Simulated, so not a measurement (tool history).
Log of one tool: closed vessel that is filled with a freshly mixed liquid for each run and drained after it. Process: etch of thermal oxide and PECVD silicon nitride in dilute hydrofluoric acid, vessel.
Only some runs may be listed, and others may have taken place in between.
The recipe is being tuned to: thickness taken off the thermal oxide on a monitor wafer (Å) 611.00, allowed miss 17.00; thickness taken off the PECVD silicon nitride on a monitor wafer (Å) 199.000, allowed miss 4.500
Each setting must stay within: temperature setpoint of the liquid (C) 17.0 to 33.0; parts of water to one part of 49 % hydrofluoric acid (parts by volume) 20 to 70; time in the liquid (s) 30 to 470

run  hour  temperature setpoint of the liquid (C)  parts of water to one part of 49 % hydrofluoric acid (parts by volume)  time in the liquid (s)  thickness taken off the thermal oxide on a monitor wafer (Å)  thickness taken off the PECVD silicon nitride on a monitor wafer (Å)
  1   0.0                                    25.0                                                                      40                     240                                                        287.38                                                                99.527
  2   6.1                                    25.0                                                                      35                     250                                                        346.35                                                               118.050
  3   9.0                                    25.0                                                                      35                     330                                                        450.66                                                               156.520
  4  16.6                                    26.5                                                                      35                     330                                                        490.85                                                               170.940
  5  25.4                                    26.5                                                                      35                     275                                                        399.58                                                               143.260
  6  33.2                                    26.0                                                                      30                     280                                                        474.49                                                               162.550
  7  38.2                                    26.0                                                                      30                     275                                                        456.81                                                               158.890
  8  46.6                                    26.0                                                                      25                     275                                                        563.21                                                               192.620
  9  50.5                                    25.5                                                                      25                     275                                                        544.22                                                               185.000
 10  59.5                                    25.0                                                                      20                     270                                                        671.49                                                               217.760
     62.1  -- hydrofluoric acid flow meter replaced
 11  62.1                                    24.5                                                                      25                     275                                                        583.48                                                               187.190
 12  66.4                                    25.0                                                                      25                     275                                                        589.82                                                               195.320
 13  70.2                                    24.5                                                                      25                     275                                                        584.64                                                               189.880

Which of these 4 next moves meets every target?
  A  74.0                                    25.0                                                                      20                     205                                                             ?                                                                     ?
  B  74.0                                    25.0                                                                      20                     215                                                             ?                                                                     ?
  C  74.0                                    20.0                                                                      20                     285                                                             ?                                                                     ?
  D  74.0                                    25.0                                                                      20                     225                                                             ?                                                                     ?

move  thickness taken off the thermal oxide on a monitor wafer (Å)  thickness taken off the PECVD silicon nitride on a monitor wafer (Å)
   A                                                        551.93                                                               179.250
   B                                                        578.86                                                               188.000
   C                                                        619.84                                                               176.280
   D                                                        605.78                                                               196.740
A: misses by more than the last run did
B: misses by more than the last run did
C: misses by more than the last run did
D: each result inside its tolerance
Move D is the one to make.
